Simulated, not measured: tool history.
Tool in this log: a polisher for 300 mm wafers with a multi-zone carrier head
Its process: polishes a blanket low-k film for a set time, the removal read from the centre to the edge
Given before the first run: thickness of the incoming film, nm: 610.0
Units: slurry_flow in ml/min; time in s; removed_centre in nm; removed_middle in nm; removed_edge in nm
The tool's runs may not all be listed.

| run | hour | slurry_flow | centre_zone | middle_zone | edge_zone | slurry_solids | time | removed_centre | removed_middle | removed_edge |
|---|---|---|---|---|---|---|---|---|---|---|
| 1 | 0.0 | 195 | 1.00 | 1.00 | 1.00 | 1.00 | 83 | 29.546 | 29.928 | 29.655 |
| 2 | 7.8 | 205 | 1.02 | 1.03 | 1.02 | 1.05 | 83 | 30.660 | 31.729 | 30.011 |
| 3 | 11.2 | 205 | 1.02 | 1.03 | 1.11 | 1.05 | 83 | 30.988 | 31.489 | 31.047 |
| 4 | 18.7 | 210 | 1.03 | 1.05 | 1.12 | 1.10 | 83 | 31.954 | 32.657 | 32.859 |
| 5 | 22.7 | 210 | 1.03 | 1.05 | 1.12 | 1.10 | 68 | 26.443 | 26.845 | 26.113 |
| 6 | 26.2 | 165 | 1.03 | 1.05 | 1.12 | 1.10 | 68 | 24.790 | 25.847 | 25.515 |
| 7 | 35.1 | 180 | 1.05 | 1.07 | 1.12 | 1.15 | 69 | 26.948 | 27.397 | 27.064 |
| 8 | 37.4 | 195 | 1.05 | 1.09 | 1.10 | 1.20 | 70 | 27.981 | 29.113 | 28.144 |
| 9 | 44.6 | 210 | 1.06 | 1.11 | 1.08 | 1.25 | 71 | 29.359 | 30.898 | 28.368 |
| 10 | 47.3 | 250 | 1.15 | 1.19 | 1.18 | 1.50 | 77 | 37.198 | 38.175 | 34.595 |
| 11 | 50.3 | 250 | 1.15 | 1.19 | 1.18 | 1.50 | 77 | 37.728 | 38.358 | 34.767 |
| 12 | 54.5 | 255 | 1.15 | 1.19 | 1.17 | 1.50 | 77 | 37.632 | 38.264 | 34.586 |
| 13 | 58.0 | 260 | 1.15 | 1.19 | 1.16 | 1.50 | 77 | 37.580 | 37.789 | 34.429 |
| 14 | 66.7 | 275 | 1.10 | 1.19 | 1.06 | 1.50 | 84 | 40.231 | 42.074 | 36.395 |
| 15 | 68.1 | 270 | 1.10 | 1.19 | 1.05 | 1.50 | 84 | 39.862 | 41.696 | 37.033 |
| 16 | 74.6 | 270 | 1.10 | 1.19 | 1.05 | 1.50 | 84 | 39.785 | 41.298 | 37.223 |

Run 17, settings as shown, results not yet in. Your forecast:
| 17 | 82.1 | 275 | 1.10 | 1.19 | 1.05 | 1.45 | 84 | ? | ? | ? |

For run 17 the tool returned removed_centre 40.024 nm, removed_middle 40.793 nm, removed_edge 35.692 nm.
